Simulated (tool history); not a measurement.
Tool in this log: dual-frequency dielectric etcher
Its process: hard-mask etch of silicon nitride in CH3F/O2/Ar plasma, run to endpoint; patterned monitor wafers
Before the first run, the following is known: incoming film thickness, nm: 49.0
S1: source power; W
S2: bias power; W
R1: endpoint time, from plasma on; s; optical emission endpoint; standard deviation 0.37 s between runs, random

| run | hour | S1 | S2 | R1 |
|---|---|---|---|---|
| 1 | 0.0 | 460 | 85 | 66.489 |
| 2 | 4.7 | 420 | 79 | 71.060 |
| 3 | 12.3 | 420 | 74 | 71.854 |
| 4 | 14.4 | 460 | 74 | 69.224 |
| 5 | 16.8 | 460 | 60 | 73.392 |
| 6 | 21.7 | 390 | 60 | 78.528 |
| 7 | 29.5 | 370 | 59 | 81.441 |

Estimate the outcome of run 8 from the log above:
| 8 | 35.9 | 360 | 58 | ? |

For run 8 the tool returned R1 83.317 s.

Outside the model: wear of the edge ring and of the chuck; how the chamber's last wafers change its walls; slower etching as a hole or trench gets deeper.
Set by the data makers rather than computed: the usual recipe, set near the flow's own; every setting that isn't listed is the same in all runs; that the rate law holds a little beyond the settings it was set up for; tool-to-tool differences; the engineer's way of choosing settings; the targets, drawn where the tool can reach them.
